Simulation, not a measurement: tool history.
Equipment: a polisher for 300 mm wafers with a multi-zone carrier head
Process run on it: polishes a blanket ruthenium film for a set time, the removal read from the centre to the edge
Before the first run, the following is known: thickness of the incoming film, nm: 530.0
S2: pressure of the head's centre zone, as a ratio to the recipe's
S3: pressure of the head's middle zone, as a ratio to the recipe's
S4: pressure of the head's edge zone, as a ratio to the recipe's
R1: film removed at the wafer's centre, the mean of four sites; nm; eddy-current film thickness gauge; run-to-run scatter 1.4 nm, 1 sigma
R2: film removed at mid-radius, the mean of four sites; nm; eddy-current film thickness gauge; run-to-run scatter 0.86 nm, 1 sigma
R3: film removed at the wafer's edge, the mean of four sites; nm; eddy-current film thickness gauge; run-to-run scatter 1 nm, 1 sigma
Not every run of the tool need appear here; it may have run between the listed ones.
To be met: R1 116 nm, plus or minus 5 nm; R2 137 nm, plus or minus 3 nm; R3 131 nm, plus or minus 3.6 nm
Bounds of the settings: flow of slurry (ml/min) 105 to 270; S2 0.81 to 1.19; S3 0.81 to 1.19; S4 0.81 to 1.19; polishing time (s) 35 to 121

{"run": 1, "day": 0.0, "flow of slurry (ml/min)": 175, "S2": 1, "S3": 1, "S4": 1, "polishing time (s)": 78, "R1": 120.9, "R2": 121.54, "R3": 119.25}
{"run": 2, "day": 0.108, "flow of slurry (ml/min)": 175, "S2": 1, "S3": 1, "S4": 1.04, "polishing time (s)": 78, "R1": 123.22, "R2": 120.87, "R3": 121.7}
{"run": 3, "day": 0.321, "flow of slurry (ml/min)": 190, "S2": 0.97, "S3": 1.02, "S4": 1.05, "polishing time (s)": 78, "R1": 119.4, "R2": 123.9, "R3": 122.74}
{"run": 4, "day": 0.592, "flow of slurry (ml/min)": 200, "S2": 0.95, "S3": 1.04, "S4": 1.07, "polishing time (s)": 78, "R1": 117.44, "R2": 125.98, "R3": 124.36}
{"run": 5, "day": 0.921, "flow of slurry (ml/min)": 200, "S2": 0.95, "S3": 1.04, "S4": 1.07, "polishing time (s)": 67, "R1": 100.16, "R2": 108.83, "R3": 107.14}
{"run": 6, "day": 1.158, "flow of slurry (ml/min)": 205, "S2": 0.94, "S3": 1.06, "S4": 1.09, "polishing time (s)": 70, "R1": 106.92, "R2": 116.81, "R3": 113.03}
{"run": 7, "day": 1.196, "flow of slurry (ml/min)": 210, "S2": 0.93, "S3": 1.07, "S4": 1.11, "polishing time (s)": 72, "R1": 107.04, "R2": 121.64, "R3": 116.55}
{"run": 8, "day": 1.492, "flow of slurry (ml/min)": 215, "S2": 0.93, "S3": 1.08, "S4": 1.13, "polishing time (s)": 73, "R1": 107.47, "R2": 124.07, "R3": 120.35}
{"run": 9, "day": 1.8, "flow of slurry (ml/min)": 215, "S2": 0.93, "S3": 1.08, "S4": 1.13, "polishing time (s)": 73, "R1": 110.1, "R2": 123.19, "R3": 117.98}
{"run": 10, "day": 1.933, "flow of slurry (ml/min)": 220, "S2": 0.92, "S3": 1.08, "S4": 1.14, "polishing time (s)": 75, "R1": 110.96, "R2": 127.25, "R3": 124.47}
{"run": 11, "day": 2.279, "flow of slurry (ml/min)": 220, "S2": 0.92, "S3": 1.08, "S4": 1.14, "polishing time (s)": 75, "R1": 112.1, "R2": 127.34, "R3": 124.09}
{"run": 12, "day": 2.521, "flow of slurry (ml/min)": 225, "S2": 0.92, "S3": 1.09, "S4": 1.15, "polishing time (s)": 75, "R1": 110.84, "R2": 129.74, "R3": 125.69}
{"run": 13, "day": 2.592, "flow of slurry (ml/min)": 235, "S2": 0.93, "S3": 1.09, "S4": 1.15, "polishing time (s)": 75, "R1": 111.95, "R2": 131.03, "R3": 125.77}
{"run": 14, "day": 2.842, "flow of slurry (ml/min)": 240, "S2": 0.94, "S3": 1.09, "S4": 1.16, "polishing time (s)": 75, "R1": 116.25, "R2": 130.55, "R3": 127.19}
{"run": 15, "day": 2.988, "flow of slurry (ml/min)": 245, "S2": 0.93, "S3": 1.1, "S4": 1.17, "polishing time (s)": 75, "R1": 113.8, "R2": 130.95, "R3": 129.17}
{"run": 16, "day": 3.133, "flow of slurry (ml/min)": 250, "S2": 0.93, "S3": 1.11, "S4": 1.17, "polishing time (s)": 75, "R1": 117, "R2": 131.25, "R3": 128.31}
{"run": 17, "day": 3.212, "flow of slurry (ml/min)": 250, "S2": 0.92, "S3": 1.12, "S4": 1.17, "polishing time (s)": 75, "R1": 113.81, "R2": 134.11, "R3": 128.23}

Which one of the following 4 next-run settings gets every result inside its allowed miss? There is exactly one.
{"run": "A", "day": 3.292, "flow of slurry (ml/min)": 270, "S2": 0.95, "S3": 1.07, "S4": 1.14, "polishing time (s)": 76, "R1": "?", "R2": "?", "R3": "?"}
{"run": "B", "day": 3.292, "flow of slurry (ml/min)": 255, "S2": 0.92, "S3": 1.13, "S4": 1.19, "polishing time (s)": 76, "R1": "?", "R2": "?", "R3": "?"}
{"run": "C", "day": 3.292, "flow of slurry (ml/min)": 265, "S2": 0.92, "S3": 1.12, "S4": 1.17, "polishing time (s)": 71, "R1": "?", "R2": "?", "R3": "?"}
{"run": "D", "day": 3.292, "flow of slurry (ml/min)": 270, "S2": 0.9, "S3": 1.09, "S4": 1.16, "polishing time (s)": 73, "R1": "?", "R2": "?", "R3": "?"}

move=A R1=119.39 R2=130.73 R3=126.99
move=B R1=114.86 R2=136.16 R3=128.75
move=C R1=107.79 R2=126.77 R3=119.76
move=D R1=108.61 R2=127.61 R3=122.89
A: moves away from the targets compared with the last run
B: meets every target
C: moves away from the targets compared with the last run
D: moves away from the targets compared with the last run
B meets every target.
